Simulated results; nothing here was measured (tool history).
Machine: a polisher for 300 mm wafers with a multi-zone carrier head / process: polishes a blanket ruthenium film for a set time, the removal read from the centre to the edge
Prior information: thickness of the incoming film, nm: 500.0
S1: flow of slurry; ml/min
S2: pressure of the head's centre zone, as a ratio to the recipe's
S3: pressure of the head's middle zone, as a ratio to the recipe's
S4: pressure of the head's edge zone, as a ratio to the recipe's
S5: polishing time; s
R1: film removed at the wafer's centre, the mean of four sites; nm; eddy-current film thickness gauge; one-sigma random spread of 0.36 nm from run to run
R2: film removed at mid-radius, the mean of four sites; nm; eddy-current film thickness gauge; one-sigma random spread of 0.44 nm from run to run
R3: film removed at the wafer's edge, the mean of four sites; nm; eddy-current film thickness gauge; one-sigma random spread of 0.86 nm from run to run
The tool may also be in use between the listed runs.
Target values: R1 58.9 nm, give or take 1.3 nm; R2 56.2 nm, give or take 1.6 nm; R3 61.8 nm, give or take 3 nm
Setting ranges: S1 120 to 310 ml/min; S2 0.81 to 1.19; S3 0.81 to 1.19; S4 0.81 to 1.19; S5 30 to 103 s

run 1 day=0 | S1=200 S2=1 S3=1 S4=1 S5=66 | R1=95.756 R2=94.965 R3=95.686
run 2 day=0.308 | S1=200 S2=1 S3=1.06 S4=1 S5=66 | R1=93.335 R2=100.28 R3=94.979
run 3 day=0.683 | S1=200 S2=1 S3=1.11 S4=1 S5=66 | R1=94.713 R2=103.63 R3=95.051
run 4 day=0.983 | S1=240 S2=1 S3=1.11 S4=1 S5=66 | R1=97.086 R2=107.21 R3=98.302
run 5 day=1.096 | S1=220 S2=0.98 S3=1.05 S4=0.98 S5=61 | R1=87.567 R2=94.413 R3=85.751
run 6 day=1.217 | S1=220 S2=0.98 S3=1.08 S4=0.98 S5=61 | R1=87.705 R2=95.554 R3=85.582
run 7 day=1.254 | S1=205 S2=0.96 S3=1.02 S4=1 S5=57 | R1=78.422 R2=83.354 R3=81.2
run 8 day=1.621 | S1=195 S2=0.94 S3=0.97 S4=0.99 S5=54 | R1=71.853 R2=74.964 R3=76.316
run 9 day=1.796 | S1=185 S2=0.93 S3=0.94 S4=0.97 S5=52 | R1=67.913 R2=70.987 R3=74.01
run 10 day=1.842 | S1=190 S2=0.93 S3=0.92 S4=0.96 S5=50 | R1=65.208 R2=66.563 R3=70.18
run 11 day=1.917 | S1=185 S2=0.93 S3=0.9 S4=0.94 S5=49 | R1=64.561 R2=64.416 R3=67.503
run 12 day=2.117 | S1=175 S2=0.92 S3=0.88 S4=0.93 S5=49 | R1=62.701 R2=61.229 R3=68.362
run 13 day=2.454 | S1=165 S2=0.94 S3=0.88 S4=0.83 S5=44 | R1=57.09 R2=55.219 R3=57.157

Pick the move, out of 5, that brings all results within their allowed miss; only one does.
run A day=2.792 | S1=150 S2=0.82 S3=0.82 S4=0.93 S5=51 | R1=? R2=? R3=?
run B day=2.792 | S1=150 S2=0.84 S3=0.85 S4=0.99 S5=50 | R1=? R2=? R3=?
run C day=2.792 | S1=120 S2=0.94 S3=0.85 S4=0.83 S5=50 | R1=? R2=? R3=?
run D day=2.792 | S1=170 S2=0.89 S3=0.9 S4=0.81 S5=48 | R1=? R2=? R3=?
run E day=2.792 | S1=120 S2=0.83 S3=0.84 S4=0.93 S5=54 | R1=? R2=? R3=?

move=A R1=55.834 R2=59.795 R3=69.173
move=B R1=56.099 R2=60.362 R3=69.372
move=C R1=58.871 R2=56.975 R3=62.575
move=D R1=58.8 R2=62.338 R3=63.155
move=E R1=56.076 R2=60.967 R3=70.334
A: pushes the last run's worst result past its target
B: pushes the last run's worst result past its target
C: hits every target within its allowed miss
D: the worst result of the last run now meets its target, but another is out of spec
E: pushes the last run's worst result past its target
Move C is the one to make.

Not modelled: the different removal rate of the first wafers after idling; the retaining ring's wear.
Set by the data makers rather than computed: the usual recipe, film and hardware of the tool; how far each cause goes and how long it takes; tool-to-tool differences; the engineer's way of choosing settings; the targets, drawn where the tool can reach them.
